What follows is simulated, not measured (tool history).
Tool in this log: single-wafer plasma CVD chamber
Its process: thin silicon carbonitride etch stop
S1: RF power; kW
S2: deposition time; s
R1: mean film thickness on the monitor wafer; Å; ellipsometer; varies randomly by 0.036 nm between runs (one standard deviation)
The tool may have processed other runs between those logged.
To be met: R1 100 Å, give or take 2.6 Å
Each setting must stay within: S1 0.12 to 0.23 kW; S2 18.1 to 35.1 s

run  hour     S1    S2      R1
  1     0  0.175  26.6  139.68
  2   5.9  0.165  24.7  127.48
  3  12.8   0.16  23.4  118.69
  4  15.9   0.18  23.4  124.26
  5  23.7  0.195  23.4  126.65
  6  29.1   0.22  23.4  130.53
  7  34.2   0.21  22.1  123.13
  8  38.4    0.2  21.1  115.42
  9  46.7   0.19  20.5  110.34
 10  53.6  0.185  20.2  107.65
 11  62.2   0.18    20  105.92
 12  67.1  0.175  19.8  104.07

Which single option among these 5 for the next run brings every result within its allowed miss of target? Just one does.
  A    72   0.18  20.2   ?
  B    72  0.155  21.3   ?
  C    72   0.15  20.9   ?
  D    72  0.155  19.6   ?
  E    72   0.18  20.4   ?

move      R1
   A  105.85
   B  106.87
   C  103.88
   D  98.343
   E   106.9
A: misses by more than the last run did
B: misses by more than the last run did
C: roughly where the last run was
D: hits every target within its allowed miss
E: misses by more than the last run did
Move D is the one to make.

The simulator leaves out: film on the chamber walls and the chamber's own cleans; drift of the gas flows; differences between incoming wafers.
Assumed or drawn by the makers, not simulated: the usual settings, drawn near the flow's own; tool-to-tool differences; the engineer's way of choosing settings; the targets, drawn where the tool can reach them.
